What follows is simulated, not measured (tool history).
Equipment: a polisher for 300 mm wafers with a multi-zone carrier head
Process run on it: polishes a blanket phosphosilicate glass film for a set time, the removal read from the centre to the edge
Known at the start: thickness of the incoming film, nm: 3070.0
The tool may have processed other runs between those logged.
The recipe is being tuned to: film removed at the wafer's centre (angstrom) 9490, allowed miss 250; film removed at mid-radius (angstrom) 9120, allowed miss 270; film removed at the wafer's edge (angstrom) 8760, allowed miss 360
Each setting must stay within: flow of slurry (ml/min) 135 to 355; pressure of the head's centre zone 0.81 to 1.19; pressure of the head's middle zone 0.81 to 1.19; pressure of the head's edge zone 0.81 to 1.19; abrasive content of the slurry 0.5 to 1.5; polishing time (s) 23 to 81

run,hour,flow of slurry (ml/min),pressure of the head's centre zone,pressure of the head's middle zone,pressure of the head's edge zone,abrasive content of the slurry,polishing time (s),film removed at the wafer's centre (angstrom),film removed at mid-radius (angstrom),film removed at the wafer's edge (angstrom)
1,0,225,1,1,1,1,52,6885.1,6911.6,6743
2,1.9,190,1,1,1,1,52,6756.4,6854.3,6833
3,10,190,1.04,1,1,1,52,7004.1,6863.6,6626.3
4,13.7,190,1.05,1.01,1.02,1.1,52,7496.3,7359.6,7229.2
5,15.1,190,1.05,1.01,1.02,1.1,44,6411.4,6152,6028.3
6,18.9,190,1.05,0.96,1.02,1.1,44,6287.2,5979.3,5978.2
7,22.6,255,1.11,1.06,1.12,1.35,48,8407,8003.5,7813.2
8,30.2,255,1.12,1.07,1.13,1.4,48,8742.9,8221,7869.6

5 next moves are on the table. One of them brings every result within its allowed miss. Which?
A,37.8,235,1.14,0.92,1.19,1.45,52,?,?,?
B,37.8,265,1.11,1.07,1.15,1.4,53,?,?,?
C,37.8,305,1.11,0.92,1.16,1.25,46,?,?,?
D,37.8,275,1.12,0.89,1.18,1.35,51,?,?,?
E,37.8,280,1.15,1.17,1.06,1.35,43,?,?,?

move,film removed at the wafer's centre (angstrom),film removed at mid-radius (angstrom),film removed at the wafer's edge (angstrom)
A,9617.4,7998.8,9042.5
B,9544.2,9240.3,9030
C,7970.9,6791.5,7554.2
D,9145.1,7521.1,8679.6
E,7949.5,8007.6,7015.4
A: further off than the last run
B: all results in spec
C: further off than the last run
D: further off than the last run
E: further off than the last run
Correct choice: B, which meets every target

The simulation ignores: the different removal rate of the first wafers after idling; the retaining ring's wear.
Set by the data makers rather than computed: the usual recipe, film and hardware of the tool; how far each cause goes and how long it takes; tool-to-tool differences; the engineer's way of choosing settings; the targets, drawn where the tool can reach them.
